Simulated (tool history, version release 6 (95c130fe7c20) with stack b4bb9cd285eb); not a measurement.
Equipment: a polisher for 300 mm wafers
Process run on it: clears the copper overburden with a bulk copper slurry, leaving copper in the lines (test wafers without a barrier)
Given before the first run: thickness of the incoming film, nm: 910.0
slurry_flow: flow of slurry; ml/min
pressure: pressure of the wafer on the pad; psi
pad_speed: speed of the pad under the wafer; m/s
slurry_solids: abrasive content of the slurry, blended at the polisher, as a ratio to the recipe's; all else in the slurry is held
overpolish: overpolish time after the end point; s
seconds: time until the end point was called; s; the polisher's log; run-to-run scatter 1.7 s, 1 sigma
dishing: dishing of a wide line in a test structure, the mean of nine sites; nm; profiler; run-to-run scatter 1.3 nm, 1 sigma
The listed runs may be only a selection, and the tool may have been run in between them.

run 1 hour=0.0 | slurry_flow=295 pressure=2.4 pad_speed=1.06 slurry_solids=1.00 overpolish=21 | seconds=94.178 dishing=84.832
run 2 hour=3.7 | slurry_flow=365 pressure=2.4 pad_speed=1.06 slurry_solids=1.00 overpolish=21 | seconds=92.052 dishing=86.201
run 3 hour=12.1 | slurry_flow=365 pressure=2.3 pad_speed=1.06 slurry_solids=1.00 overpolish=22 | seconds=95.546 dishing=86.654
run 4 hour=19.4 | slurry_flow=365 pressure=2.2 pad_speed=1.06 slurry_solids=1.00 overpolish=23 | seconds=98.977 dishing=86.844
run 5 hour=26.6 | slurry_flow=365 pressure=2.2 pad_speed=1.06 slurry_solids=1.15 overpolish=23 | seconds=97.967 dishing=87.048
run 6 hour=29.4 | slurry_flow=420 pressure=2.2 pad_speed=1.06 slurry_solids=1.15 overpolish=23 | seconds=99.367 dishing=86.799
run 7 hour=35.7 | slurry_flow=420 pressure=2.1 pad_speed=1.06 slurry_solids=1.15 overpolish=24 | seconds=99.293 dishing=88.472

For run 8, what comes out?
run 8 hour=42.4 | slurry_flow=420 pressure=2.0 pad_speed=1.06 slurry_solids=1.15 overpolish=25 | seconds=? dishing=?

{"run 8": {"seconds": 105.15, "dishing": 88.123}}
